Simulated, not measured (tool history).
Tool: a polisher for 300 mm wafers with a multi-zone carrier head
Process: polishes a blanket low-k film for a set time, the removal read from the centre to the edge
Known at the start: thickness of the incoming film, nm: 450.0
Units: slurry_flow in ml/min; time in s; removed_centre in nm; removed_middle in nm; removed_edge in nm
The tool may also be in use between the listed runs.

{"run": 1, "day": 0.0, "slurry_flow": 230, "centre_zone": 1.0, "middle_zone": 1.0, "edge_zone": 1.0, "slurry_solids": 1.0, "time": 82, "removed_centre": 25.354, "removed_middle": 24.848, "removed_edge": 24.329}
{"run": 2, "day": 0.179, "slurry_flow": 230, "centre_zone": 1.0, "middle_zone": 0.94, "edge_zone": 1.0, "slurry_solids": 1.0, "time": 82, "removed_centre": 25.259, "removed_middle": 23.84, "removed_edge": 24.726}
{"run": 3, "day": 0.392, "slurry_flow": 230, "centre_zone": 1.0, "middle_zone": 0.94, "edge_zone": 1.0, "slurry_solids": 1.0, "time": 94, "removed_centre": 28.668, "removed_middle": 27.042, "removed_edge": 27.764}
{"run": 4, "day": 0.642, "slurry_flow": 230, "centre_zone": 1.0, "middle_zone": 0.94, "edge_zone": 1.0, "slurry_solids": 0.9, "time": 94, "removed_centre": 27.987, "removed_middle": 25.964, "removed_edge": 26.758}
{"run": 5, "day": 1.008, "slurry_flow": 230, "centre_zone": 1.0, "middle_zone": 0.97, "edge_zone": 1.0, "slurry_solids": 0.9, "time": 94, "removed_centre": 28.426, "removed_middle": 27.045, "removed_edge": 27.7}
{"run": 6, "day": 1.204, "slurry_flow": 275, "centre_zone": 1.0, "middle_zone": 0.97, "edge_zone": 1.0, "slurry_solids": 0.9, "time": 94, "removed_centre": 28.712, "removed_middle": 27.4, "removed_edge": 27.344}
{"run": 7, "day": 1.467, "slurry_flow": 270, "centre_zone": 1.03, "middle_zone": 1.0, "edge_zone": 1.03, "slurry_solids": 1.0, "time": 95, "removed_centre": 31.567, "removed_middle": 29.106, "removed_edge": 29.363}

The next listed run, before its measurement:
{"run": 8, "day": 1.717, "slurry_flow": 270, "centre_zone": 1.04, "middle_zone": 1.04, "edge_zone": 1.05, "slurry_solids": 1.1, "time": 95, "removed_centre": "?", "removed_middle": "?", "removed_edge": "?"}

{"run 8": {"removed_centre": 32.412, "removed_middle": 31.375, "removed_edge": 30.642}}

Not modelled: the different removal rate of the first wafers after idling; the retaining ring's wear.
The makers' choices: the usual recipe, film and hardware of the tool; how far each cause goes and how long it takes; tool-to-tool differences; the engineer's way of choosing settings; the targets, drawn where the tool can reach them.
